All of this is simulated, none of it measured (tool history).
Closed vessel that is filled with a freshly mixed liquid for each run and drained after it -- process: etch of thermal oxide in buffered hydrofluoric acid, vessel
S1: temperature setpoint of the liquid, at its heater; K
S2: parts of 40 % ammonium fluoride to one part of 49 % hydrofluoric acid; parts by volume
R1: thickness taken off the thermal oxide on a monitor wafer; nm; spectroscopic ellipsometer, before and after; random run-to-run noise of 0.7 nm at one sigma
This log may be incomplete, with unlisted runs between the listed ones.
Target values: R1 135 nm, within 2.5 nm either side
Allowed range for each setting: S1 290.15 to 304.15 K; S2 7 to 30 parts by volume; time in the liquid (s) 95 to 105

run 1 hour=0 | S1=296.15 S2=19 time_in_the_liquid_(s)=95 | R1=52.245
run 2 hour=5.1 | S1=296.15 S2=19 time_in_the_liquid_(s)=105 | R1=58.335
run 3 hour=11.8 | S1=297.15 S2=17.5 time_in_the_liquid_(s)=105 | R1=66.36
run 4 hour=15.6 | S1=297.15 S2=19.5 time_in_the_liquid_(s)=105 | R1=59.414
run 5 hour=20 | S1=298.15 S2=18 time_in_the_liquid_(s)=105 | R1=68.659
run 6 hour=21.1 | S1=298.15 S2=20.5 time_in_the_liquid_(s)=105 | R1=60.534
run 7 hour=29.5 | S1=299.15 S2=19 time_in_the_liquid_(s)=105 | R1=68.693
run 8 hour=33.2 | S1=300.15 S2=17.5 time_in_the_liquid_(s)=105 | R1=78.284
run 9 hour=35.8 | S1=300.65 S2=16.5 time_in_the_liquid_(s)=105 | R1=85.501
run 10 hour=40.9 | S1=301.15 S2=15.5 time_in_the_liquid_(s)=105 | R1=93.63
run 11 hour=46 | S1=301.65 S2=15 time_in_the_liquid_(s)=105 | R1=99.295
run 12 hour=52 | S1=302.15 S2=14.5 time_in_the_liquid_(s)=105 | R1=104.91
run 13 hour=60.9 | S1=302.65 S2=14 time_in_the_liquid_(s)=105 | R1=110.89
run 14 hour=69 | S1=302.65 S2=14 time_in_the_liquid_(s)=105 | R1=111.11
run 15 hour=74.4 | S1=304.15 S2=11 time_in_the_liquid_(s)=105 | R1=152.12
run 16 hour=75.8 | S1=303.65 S2=11 time_in_the_liquid_(s)=105 | R1=148.22
run 17 hour=84.6 | S1=303.15 S2=11 time_in_the_liquid_(s)=105 | R1=143.74

4 next moves are on the table. One of them brings every result within its allowed miss. Which?
run A hour=93.4 | S1=301.15 S2=10 time_in_the_liquid_(s)=95 | R1=?
run B hour=93.4 | S1=303.65 S2=11.5 time_in_the_liquid_(s)=95 | R1=?
run C hour=93.4 | S1=300.65 S2=9 time_in_the_liquid_(s)=95 | R1=?
run D hour=93.4 | S1=304.15 S2=12.5 time_in_the_liquid_(s)=100 | R1=?

move=A R1=128.41
move=B R1=127.87
move=C R1=133.59
move=D R1=127.37
A: moves the result that the last run missed by most past its target, out the other side
B: moves the result that the last run missed by most past its target, out the other side
C: every result lands within tolerance
D: moves the result that the last run missed by most past its target, out the other side
Correct choice: C, which meets every target
